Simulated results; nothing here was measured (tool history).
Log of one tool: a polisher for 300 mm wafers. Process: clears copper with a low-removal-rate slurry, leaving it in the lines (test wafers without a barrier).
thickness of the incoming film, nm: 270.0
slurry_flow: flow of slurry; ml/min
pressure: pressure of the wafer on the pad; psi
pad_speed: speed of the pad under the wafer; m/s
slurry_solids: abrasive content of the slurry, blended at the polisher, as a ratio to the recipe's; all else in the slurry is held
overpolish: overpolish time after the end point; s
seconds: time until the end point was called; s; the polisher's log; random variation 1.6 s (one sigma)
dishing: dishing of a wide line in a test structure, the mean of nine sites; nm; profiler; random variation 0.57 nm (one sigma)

Run 1, hour 0: slurry_flow 190 ml/min, pressure 2.9 psi, pad_speed 1 m/s, slurry_solids 1, overpolish 21 s. Result: seconds 79.575 s, dishing 40.526 nm.
Run 2, hour 7.9: slurry_flow 190 ml/min, pressure 2.8 psi, pad_speed 1 m/s, slurry_solids 1, overpolish 20 s. Result: seconds 85.562 s, dishing 38.332 nm.
Run 3, hour 12.3: slurry_flow 190 ml/min, pressure 2.7 psi, pad_speed 1 m/s, slurry_solids 1, overpolish 19 s. Result: seconds 84.546 s, dishing 34.993 nm.
Run 4, hour 17.6: slurry_flow 190 ml/min, pressure 2.7 psi, pad_speed 1 m/s, slurry_solids 1, overpolish 11 s. Result: seconds 84.564 s, dishing 23.633 nm.
Run 5, hour 25.3: slurry_flow 190 ml/min, pressure 2.9 psi, pad_speed 1 m/s, slurry_solids 1, overpolish 11 s. Result: seconds 81.068 s, dishing 24.834 nm.
Run 6, hour 33.3: slurry_flow 190 ml/min, pressure 2.8 psi, pad_speed 1 m/s, slurry_solids 1, overpolish 12 s. Result: seconds 84.926 s, dishing 24.995 nm.
Run 7, hour 35.8: slurry_flow 190 ml/min, pressure 2.7 psi, pad_speed 1 m/s, slurry_solids 1, overpolish 13 s. Result: seconds 86.394 s, dishing 26.877 nm.
Run 8, hour 41.5: slurry_flow 190 ml/min, pressure 2.6 psi, pad_speed 1 m/s, slurry_solids 1, overpolish 14 s. Result: seconds 93.082 s, dishing 26.473 nm.
Run 9, hour 47.3: slurry_flow 190 ml/min, pressure 2.5 psi, pad_speed 1 m/s, slurry_solids 1, overpolish 15 s. Result: seconds 94.99 s, dishing 28.08 nm.

Run 10 comes next. What will it give?
Run 10, hour 51.3: slurry_flow 190 ml/min, pressure 2.4 psi, pad_speed 1 m/s, slurry_solids 1, overpolish 15 s. Result: seconds ?, dishing ?.

{"run 10": {"seconds": 101.02, "dishing": 27.478}}

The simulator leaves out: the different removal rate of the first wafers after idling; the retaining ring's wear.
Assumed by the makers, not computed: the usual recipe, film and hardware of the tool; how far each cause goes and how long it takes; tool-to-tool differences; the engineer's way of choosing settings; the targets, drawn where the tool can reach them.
